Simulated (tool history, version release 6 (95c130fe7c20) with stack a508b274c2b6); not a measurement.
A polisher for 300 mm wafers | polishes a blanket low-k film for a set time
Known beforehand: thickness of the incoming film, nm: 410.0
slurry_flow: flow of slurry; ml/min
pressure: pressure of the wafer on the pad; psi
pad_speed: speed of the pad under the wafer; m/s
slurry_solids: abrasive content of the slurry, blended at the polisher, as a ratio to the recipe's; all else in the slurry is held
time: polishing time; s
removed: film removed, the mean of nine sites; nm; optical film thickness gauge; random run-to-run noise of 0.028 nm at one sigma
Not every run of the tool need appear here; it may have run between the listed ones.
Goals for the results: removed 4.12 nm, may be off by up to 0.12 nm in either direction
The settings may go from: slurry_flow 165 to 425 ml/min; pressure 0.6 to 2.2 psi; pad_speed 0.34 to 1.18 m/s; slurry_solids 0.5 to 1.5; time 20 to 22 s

run 1 hour=0 | slurry_flow=275 pressure=1.4 pad_speed=0.76 slurry_solids=1 time=22 | removed=5.4248
run 2 hour=1.2 | slurry_flow=275 pressure=1.4 pad_speed=0.92 slurry_solids=1 time=22 | removed=6.3821
run 3 hour=4 | slurry_flow=275 pressure=1.4 pad_speed=0.92 slurry_solids=1.2 time=22 | removed=6.6358
run 4 hour=12.4 | slurry_flow=275 pressure=1.2 pad_speed=0.92 slurry_solids=1.2 time=22 | removed=5.7572
run 5 hour=15.6 | slurry_flow=275 pressure=1.4 pad_speed=0.92 slurry_solids=1.2 time=22 | removed=6.618
run 6 hour=21.5 | slurry_flow=275 pressure=1.3 pad_speed=0.92 slurry_solids=1.2 time=22 | removed=6.2467
run 7 hour=24.2 | slurry_flow=275 pressure=1.2 pad_speed=0.92 slurry_solids=1.2 time=22 | removed=5.8613
run 8 hour=27.2 | slurry_flow=275 pressure=1.1 pad_speed=0.92 slurry_solids=1.2 time=22 | removed=5.3555
run 9 hour=34.7 | slurry_flow=270 pressure=0.9 pad_speed=0.92 slurry_solids=1.2 time=22 | removed=4.3722
run 10 hour=40.6 | slurry_flow=245 pressure=0.8 pad_speed=0.92 slurry_solids=1.2 time=22 | removed=3.8326
run 11 hour=44.5 | slurry_flow=250 pressure=0.8 pad_speed=0.92 slurry_solids=1.2 time=22 | removed=3.9217
run 12 hour=52.4 | slurry_flow=255 pressure=0.8 pad_speed=0.92 slurry_solids=1.2 time=22 | removed=3.8729
run 13 hour=54.7 | slurry_flow=260 pressure=0.8 pad_speed=0.92 slurry_solids=1.2 time=22 | removed=3.882
run 14 hour=55.9 | slurry_flow=265 pressure=0.8 pad_speed=0.92 slurry_solids=1.2 time=22 | removed=3.8604
run 15 hour=60.4 | slurry_flow=265 pressure=0.9 pad_speed=0.92 slurry_solids=1.2 time=22 | removed=4.3565
run 16 hour=69.3 | slurry_flow=260 pressure=0.9 pad_speed=0.92 slurry_solids=1.2 time=22 | removed=4.3441
run 17 hour=76.6 | slurry_flow=260 pressure=0.9 pad_speed=0.92 slurry_solids=1.2 time=22 | removed=4.3554
run 18 hour=85.1 | slurry_flow=255 pressure=0.8 pad_speed=0.92 slurry_solids=1.2 time=22 | removed=3.8529
run 19 hour=93.6 | slurry_flow=260 pressure=0.8 pad_speed=0.92 slurry_solids=1.2 time=22 | removed=3.8762
run 20 hour=100.7 | slurry_flow=265 pressure=0.8 pad_speed=0.92 slurry_solids=1.2 time=22 | removed=3.9235
run 21 hour=102.1 | slurry_flow=270 pressure=0.8 pad_speed=0.92 slurry_solids=1.2 time=22 | removed=3.9096
run 22 hour=106.9 | slurry_flow=275 pressure=0.8 pad_speed=0.92 slurry_solids=1.2 time=22 | removed=3.967
run 23 hour=109.9 | slurry_flow=290 pressure=0.9 pad_speed=0.92 slurry_solids=1.2 time=22 | removed=4.3385
run 24 hour=118.1 | slurry_flow=285 pressure=0.9 pad_speed=0.92 slurry_solids=1.2 time=22 | removed=4.4077
run 25 hour=123.9 | slurry_flow=280 pressure=0.9 pad_speed=0.92 slurry_solids=1.2 time=22 | removed=4.3757
run 26 hour=132 | slurry_flow=275 pressure=0.9 pad_speed=0.92 slurry_solids=1.2 time=22 | removed=4.3513

Exactly one of the 4 candidate moves below puts every result within its allowed miss. Which one?
run A hour=140.1 | slurry_flow=280 pressure=0.9 pad_speed=0.98 slurry_solids=1.15 time=20 | removed=?
run B hour=140.1 | slurry_flow=290 pressure=1.1 pad_speed=0.92 slurry_solids=1 time=22 | removed=?
run C hour=140.1 | slurry_flow=275 pressure=0.9 pad_speed=0.96 slurry_solids=1.15 time=22 | removed=?
run D hour=140.1 | slurry_flow=305 pressure=1 pad_speed=1 slurry_solids=0.85 time=22 | removed=?

move=A removed=4.1458
move=B removed=5.0538
move=C removed=4.4775
move=D removed=4.7135
A: hits every target within its allowed miss
B: its largest miss is bigger than the last run's
C: its largest miss is bigger than the last run's
D: its largest miss is bigger than the last run's
Go with A: it meets all targets.

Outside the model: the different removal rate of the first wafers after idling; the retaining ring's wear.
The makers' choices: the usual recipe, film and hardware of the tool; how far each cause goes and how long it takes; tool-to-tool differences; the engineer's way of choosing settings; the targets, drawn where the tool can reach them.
